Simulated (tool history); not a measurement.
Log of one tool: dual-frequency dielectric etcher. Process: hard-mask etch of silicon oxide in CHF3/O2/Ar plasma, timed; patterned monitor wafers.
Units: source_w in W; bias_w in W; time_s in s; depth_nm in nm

run	day	source_w	bias_w	time_s	depth_nm
1	0.000	480	199	16	31.798
2	0.058	560	199	16	33.548
3	0.258	520	182	16	31.385
4	0.550	520	182	15	29.520
5	0.867	520	182	16	31.440
6	0.933	520	215	16	33.760
7	1.308	490	197	16	31.840
8	1.362	470	182	16	30.429
9	1.425	470	182	16	30.222
10	1.512	450	171	16	28.807
11	1.850	430	164	16	27.586
12	2.046	410	161	16	26.934
13	2.392	390	159	16	26.330
14	2.542	370	157	16	25.759

Run 15 comes next. What will it give?
15	2.796	300	145	16	?

Run 15 gave depth_nm 22.662 nm.
